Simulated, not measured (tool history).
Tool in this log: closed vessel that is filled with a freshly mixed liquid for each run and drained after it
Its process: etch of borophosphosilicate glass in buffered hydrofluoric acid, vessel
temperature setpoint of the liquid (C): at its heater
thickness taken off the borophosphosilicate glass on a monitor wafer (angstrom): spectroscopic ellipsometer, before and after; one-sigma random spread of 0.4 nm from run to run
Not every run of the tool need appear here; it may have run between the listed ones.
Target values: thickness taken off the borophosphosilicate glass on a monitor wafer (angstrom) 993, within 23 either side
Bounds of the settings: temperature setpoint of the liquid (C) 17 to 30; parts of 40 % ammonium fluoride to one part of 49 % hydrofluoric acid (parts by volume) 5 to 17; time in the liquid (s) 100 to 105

run	hour	temperature setpoint of the liquid (C)	parts of 40 % ammonium fluoride to one part of 49 % hydrofluoric acid (parts by volume)	time in the liquid (s)	thickness taken off the borophosphosilicate glass on a monitor wafer (angstrom)
1	0	22	10.5	100	1413.5
2	2.2	22	10.5	105	1493.6
3	10.8	22	12.5	105	1256.2
4	13.4	24.5	12.5	105	1442.7
5	17.7	24.5	15	105	1193.9
6	23.9	24.5	15	100	1142.4
7	24.9	24	15	100	1110.4
8	30.7	23.5	15	100	1075.2
9	33.8	23	15	100	1047.4
10	37.6	22.5	15	100	1017.1

Which of these 4 next moves meets every target?
A	41.4	19.5	12.5	100	?
B	41.4	21.5	14	100	?
C	41.4	21.5	14.5	105	?
D	41.4	22.5	15.5	100	?

move	thickness taken off the borophosphosilicate glass on a monitor wafer (angstrom)
A	1036.3
B	1034.9
C	1049.6
D	988.57
A: its largest miss is bigger than the last run's
B: its largest miss is bigger than the last run's
C: its largest miss is bigger than the last run's
D: every result lands within tolerance
Correct choice: D, which meets every target
